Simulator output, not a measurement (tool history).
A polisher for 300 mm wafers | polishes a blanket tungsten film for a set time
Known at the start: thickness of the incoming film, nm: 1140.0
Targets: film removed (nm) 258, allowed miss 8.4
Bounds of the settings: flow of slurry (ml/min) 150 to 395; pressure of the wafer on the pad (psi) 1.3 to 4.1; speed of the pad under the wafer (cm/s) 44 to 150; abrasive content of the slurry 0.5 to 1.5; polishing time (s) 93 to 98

| run | hour | flow of slurry (ml/min) | pressure of the wafer on the pad (psi) | speed of the pad under the wafer (cm/s) | abrasive content of the slurry | polishing time (s) | film removed (nm) |
|---|---|---|---|---|---|---|---|
| 1 | 0 | 250 | 2.7 | 96 | 1 | 93 | 291.74 |
| 2 | 6.1 | 250 | 2.6 | 96 | 1 | 93 | 288.1 |
| 3 | 7.2 | 250 | 2.5 | 96 | 1 | 93 | 282.16 |
| 4 | 8.4 | 195 | 2.5 | 96 | 1 | 93 | 266.56 |
| 5 | 13.8 | 195 | 2.5 | 76 | 1 | 93 | 219.75 |
| 6 | 22.7 | 195 | 2.1 | 76 | 1 | 93 | 199.14 |
| 7 | 25.4 | 210 | 2.3 | 76 | 1 | 93 | 211.29 |
| 8 | 26.7 | 225 | 2.4 | 76 | 1 | 93 | 220.96 |

Which of these 5 next moves meets every target?
| A | 28 | 235 | 2.9 | 66 | 1.15 | 95 | ? |
| B | 28 | 250 | 2.4 | 80 | 1.05 | 96 | ? |
| C | 28 | 245 | 2.7 | 72 | 1.05 | 94 | ? |
| D | 28 | 230 | 2.2 | 58 | 1 | 93 | ? |
| E | 28 | 180 | 2.5 | 88 | 0.9 | 98 | ? |

| move | film removed (nm) |
|---|---|
| A | 239.56 |
| B | 246.08 |
| C | 238.37 |
| D | 172.35 |
| E | 257 |
A: nearer than the last run, and not there yet
B: nearer than the last run, and not there yet
C: nearer than the last run, and not there yet
D: further off than the last run
E: meets every target
Move E is the one to make.
